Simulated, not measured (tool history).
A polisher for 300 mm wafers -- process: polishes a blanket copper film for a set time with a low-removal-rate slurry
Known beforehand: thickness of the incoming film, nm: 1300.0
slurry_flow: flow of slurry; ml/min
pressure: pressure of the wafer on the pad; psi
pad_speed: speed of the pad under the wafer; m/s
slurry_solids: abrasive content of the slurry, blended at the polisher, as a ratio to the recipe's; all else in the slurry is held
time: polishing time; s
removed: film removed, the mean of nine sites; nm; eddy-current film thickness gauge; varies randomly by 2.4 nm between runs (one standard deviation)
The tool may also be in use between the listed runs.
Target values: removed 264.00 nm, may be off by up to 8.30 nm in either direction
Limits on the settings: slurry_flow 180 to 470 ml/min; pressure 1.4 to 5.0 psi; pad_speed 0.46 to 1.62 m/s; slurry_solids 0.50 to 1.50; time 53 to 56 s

Run 1, day 0.000: slurry_flow 300 ml/min, pressure 3.2 psi, pad_speed 1.04 m/s, slurry_solids 1.00, time 53 s. Result: removed 178.14 nm.
Run 2, day 0.296: slurry_flow 300 ml/min, pressure 3.2 psi, pad_speed 1.04 m/s, slurry_solids 1.00, time 56 s. Result: removed 189.93 nm.
Run 3, day 0.442: slurry_flow 300 ml/min, pressure 2.8 psi, pad_speed 1.04 m/s, slurry_solids 1.00, time 56 s. Result: removed 165.90 nm.
Run 4, day 0.538: slurry_flow 300 ml/min, pressure 3.2 psi, pad_speed 1.04 m/s, slurry_solids 1.00, time 56 s. Result: removed 188.58 nm.
Run 5, day 0.729: slurry_flow 300 ml/min, pressure 3.5 psi, pad_speed 1.04 m/s, slurry_solids 1.00, time 56 s. Result: removed 207.98 nm.
Run 6, day 0.867: slurry_flow 300 ml/min, pressure 3.5 psi, pad_speed 1.04 m/s, slurry_solids 1.00, time 56 s. Result: removed 203.28 nm.
Run 7, day 1.058: slurry_flow 300 ml/min, pressure 3.8 psi, pad_speed 1.04 m/s, slurry_solids 1.00, time 56 s. Result: removed 217.81 nm.
Run 8, day 1.288: slurry_flow 300 ml/min, pressure 4.0 psi, pad_speed 1.04 m/s, slurry_solids 1.00, time 56 s. Result: removed 229.00 nm.
Run 9, day 1.471: slurry_flow 300 ml/min, pressure 4.2 psi, pad_speed 1.04 m/s, slurry_solids 1.00, time 56 s. Result: removed 242.87 nm.
Run 10, day 1.521: slurry_flow 300 ml/min, pressure 4.3 psi, pad_speed 1.04 m/s, slurry_solids 1.00, time 56 s. Result: removed 248.36 nm.
Run 11, day 1.596: slurry_flow 300 ml/min, pressure 4.4 psi, pad_speed 1.04 m/s, slurry_solids 1.00, time 56 s. Result: removed 248.01 nm.

Of the 4 settings listed for the next run, only one would bring every result within its allowed miss of target. Which one?
Run A, day 1.671: slurry_flow 290 ml/min, pressure 4.1 psi, pad_speed 1.28 m/s, slurry_solids 1.00, time 56 s. Result: removed ?.
Run B, day 1.671: slurry_flow 390 ml/min, pressure 4.0 psi, pad_speed 1.24 m/s, slurry_solids 1.00, time 56 s. Result: removed ?.
Run C, day 1.671: slurry_flow 330 ml/min, pressure 4.3 psi, pad_speed 1.06 m/s, slurry_solids 1.25, time 56 s. Result: removed ?.
Run D, day 1.671: slurry_flow 190 ml/min, pressure 4.7 psi, pad_speed 0.94 m/s, slurry_solids 0.95, time 53 s. Result: removed ?.

move  removed
   A   288.19
   B   279.99
   C   263.80
   D   215.81
A: pushes the last run's worst result past its target
B: pushes the last run's worst result past its target
C: all results land within tolerance of their targets
D: lands further from the targets than the last run did
So the answer is move C, the one that meets all the targets.

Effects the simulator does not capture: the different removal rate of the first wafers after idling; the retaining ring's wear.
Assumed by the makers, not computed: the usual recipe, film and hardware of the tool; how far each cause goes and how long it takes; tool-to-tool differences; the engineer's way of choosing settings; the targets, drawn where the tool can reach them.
